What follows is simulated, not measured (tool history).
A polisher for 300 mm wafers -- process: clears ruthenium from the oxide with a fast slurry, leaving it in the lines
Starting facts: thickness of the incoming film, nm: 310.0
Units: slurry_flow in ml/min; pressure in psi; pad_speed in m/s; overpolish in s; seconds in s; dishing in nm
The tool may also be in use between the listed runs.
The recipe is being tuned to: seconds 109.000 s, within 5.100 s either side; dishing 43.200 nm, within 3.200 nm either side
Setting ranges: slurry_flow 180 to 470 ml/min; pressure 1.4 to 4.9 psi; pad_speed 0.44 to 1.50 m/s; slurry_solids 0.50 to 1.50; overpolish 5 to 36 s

{"run": 1, "day": 0.0, "slurry_flow": 300, "pressure": 3.1, "pad_speed": 0.96, "slurry_solids": 1.0, "overpolish": 18, "seconds": 73.713, "dishing": 48.252}
{"run": 2, "day": 0.329, "slurry_flow": 300, "pressure": 3.1, "pad_speed": 0.96, "slurry_solids": 1.0, "overpolish": 24, "seconds": 71.227, "dishing": 59.766}
{"run": 3, "day": 0.483, "slurry_flow": 300, "pressure": 3.1, "pad_speed": 1.16, "slurry_solids": 1.0, "overpolish": 24, "seconds": 61.488, "dishing": 64.951}
{"run": 4, "day": 0.588, "slurry_flow": 300, "pressure": 2.6, "pad_speed": 1.14, "slurry_solids": 1.0, "overpolish": 24, "seconds": 72.337, "dishing": 59.094}
{"run": 5, "day": 0.858, "slurry_flow": 300, "pressure": 2.6, "pad_speed": 1.14, "slurry_solids": 1.0, "overpolish": 21, "seconds": 70.828, "dishing": 54.686}
{"run": 6, "day": 0.958, "slurry_flow": 300, "pressure": 2.9, "pad_speed": 1.14, "slurry_solids": 1.0, "overpolish": 21, "seconds": 65.016, "dishing": 58.914}
{"run": 7, "day": 1.1, "slurry_flow": 300, "pressure": 2.5, "pad_speed": 1.12, "slurry_solids": 1.0, "overpolish": 22, "seconds": 76.27, "dishing": 52.279}
{"run": 8, "day": 1.379, "slurry_flow": 300, "pressure": 2.2, "pad_speed": 1.12, "slurry_solids": 1.0, "overpolish": 23, "seconds": 85.159, "dishing": 51.202}
{"run": 9, "day": 1.738, "slurry_flow": 300, "pressure": 2.0, "pad_speed": 1.12, "slurry_solids": 1.0, "overpolish": 23, "seconds": 92.98, "dishing": 49.132}
{"run": 10, "day": 1.862, "slurry_flow": 300, "pressure": 1.9, "pad_speed": 1.12, "slurry_solids": 1.0, "overpolish": 23, "seconds": 97.78, "dishing": 46.543}

Consider the 4 candidate settings below. Which is the only one whose results all fall within their allowed miss of target?
{"run": "A", "day": 1.988, "slurry_flow": 255, "pressure": 1.9, "pad_speed": 1.16, "slurry_solids": 1.35, "overpolish": 23, "seconds": "?", "dishing": "?"}
{"run": "B", "day": 1.988, "slurry_flow": 235, "pressure": 2.5, "pad_speed": 1.1, "slurry_solids": 0.75, "overpolish": 22, "seconds": "?", "dishing": "?"}
{"run": "C", "day": 1.988, "slurry_flow": 330, "pressure": 2.0, "pad_speed": 0.98, "slurry_solids": 0.95, "overpolish": 23, "seconds": "?", "dishing": "?"}
{"run": "D", "day": 1.988, "slurry_flow": 305, "pressure": 2.4, "pad_speed": 1.22, "slurry_solids": 0.8, "overpolish": 15, "seconds": "?", "dishing": "?"}

move=A seconds=84.341 dishing=52.018
move=B seconds=93.145 dishing=47.004
move=C seconds=108.370 dishing=43.445
move=D seconds=81.753 dishing=38.868
A: moves away from the targets compared with the last run
B: moves away from the targets compared with the last run
C: every result within its allowed miss
D: moves away from the targets compared with the last run
Correct choice: C, which meets every target

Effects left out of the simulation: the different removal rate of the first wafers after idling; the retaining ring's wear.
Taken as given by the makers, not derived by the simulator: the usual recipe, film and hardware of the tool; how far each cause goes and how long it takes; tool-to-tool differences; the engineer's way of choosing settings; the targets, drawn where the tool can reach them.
